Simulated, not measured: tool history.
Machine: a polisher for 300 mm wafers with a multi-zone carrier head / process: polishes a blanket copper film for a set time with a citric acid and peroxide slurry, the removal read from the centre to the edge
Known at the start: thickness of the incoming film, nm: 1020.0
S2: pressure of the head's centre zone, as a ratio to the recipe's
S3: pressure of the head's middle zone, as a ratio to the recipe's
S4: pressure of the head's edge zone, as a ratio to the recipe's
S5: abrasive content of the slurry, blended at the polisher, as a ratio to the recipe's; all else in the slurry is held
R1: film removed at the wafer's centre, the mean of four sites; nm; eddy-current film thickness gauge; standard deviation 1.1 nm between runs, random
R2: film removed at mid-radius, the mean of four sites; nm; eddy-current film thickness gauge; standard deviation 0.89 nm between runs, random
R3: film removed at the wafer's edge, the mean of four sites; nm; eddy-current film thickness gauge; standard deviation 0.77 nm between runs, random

run 1 hour=0 | flow_of_slurry_(ml/min)=220 S2=1 S3=1 S4=1 S5=1 polishing_time_(s)=83 | R1=157.53 R2=168.33 R3=163.9
run 2 hour=5.6 | flow_of_slurry_(ml/min)=220 S2=0.99 S3=0.99 S4=0.98 S5=0.95 polishing_time_(s)=82 | R1=153.69 R2=163.33 R3=159.59
run 3 hour=10.5 | flow_of_slurry_(ml/min)=215 S2=0.98 S3=0.99 S4=0.97 S5=0.9 polishing_time_(s)=81 | R1=149.54 R2=156.83 R3=153.25
run 4 hour=17.6 | flow_of_slurry_(ml/min)=215 S2=0.98 S3=1.04 S4=0.97 S5=0.9 polishing_time_(s)=81 | R1=148.34 R2=166.02 R3=152.48
run 5 hour=24.5 | flow_of_slurry_(ml/min)=215 S2=0.92 S3=1.04 S4=0.97 S5=0.9 polishing_time_(s)=81 | R1=141.62 R2=166.06 R3=152
run 6 hour=31.4 | flow_of_slurry_(ml/min)=215 S2=0.92 S3=0.96 S4=0.97 S5=0.9 polishing_time_(s)=81 | R1=141.86 R2=155.06 R3=151.71
run 7 hour=33.5 | flow_of_slurry_(ml/min)=210 S2=0.91 S3=0.95 S4=0.95 S5=0.85 polishing_time_(s)=81 | R1=137.01 R2=151.35 R3=148.46
run 8 hour=41.5 | flow_of_slurry_(ml/min)=210 S2=0.91 S3=0.95 S4=0.94 S5=0.8 polishing_time_(s)=81 | R1=136.77 R2=149.66 R3=146.81
run 9 hour=42.5 | flow_of_slurry_(ml/min)=205 S2=0.91 S3=0.95 S4=0.93 S5=0.75 polishing_time_(s)=81 | R1=132.85 R2=147.56 R3=143.12
run 10 hour=46.3 | flow_of_slurry_(ml/min)=200 S2=0.91 S3=0.95 S4=0.92 S5=0.7 polishing_time_(s)=81 | R1=132.37 R2=143.15 R3=140.47
run 11 hour=52.9 | flow_of_slurry_(ml/min)=175 S2=0.87 S3=0.99 S4=0.82 S5=0.5 polishing_time_(s)=79 | R1=109.39 R2=132.35 R3=118.3
run 12 hour=59.9 | flow_of_slurry_(ml/min)=175 S2=0.87 S3=0.99 S4=0.82 S5=0.5 polishing_time_(s)=79 | R1=111.17 R2=131.62 R3=120
run 13 hour=63.2 | flow_of_slurry_(ml/min)=180 S2=0.87 S3=0.99 S4=0.82 S5=0.5 polishing_time_(s)=79 | R1=112.08 R2=131.99 R3=120.33

Estimate the outcome of run 14 from the log above:
run 14 hour=69.4 | flow_of_slurry_(ml/min)=185 S2=0.87 S3=0.99 S4=0.82 S5=0.5 polishing_time_(s)=79 | R1=? R2=? R3=?

R1: 113.78 nm
R2: 133.72 nm
R3: 121.11 nm
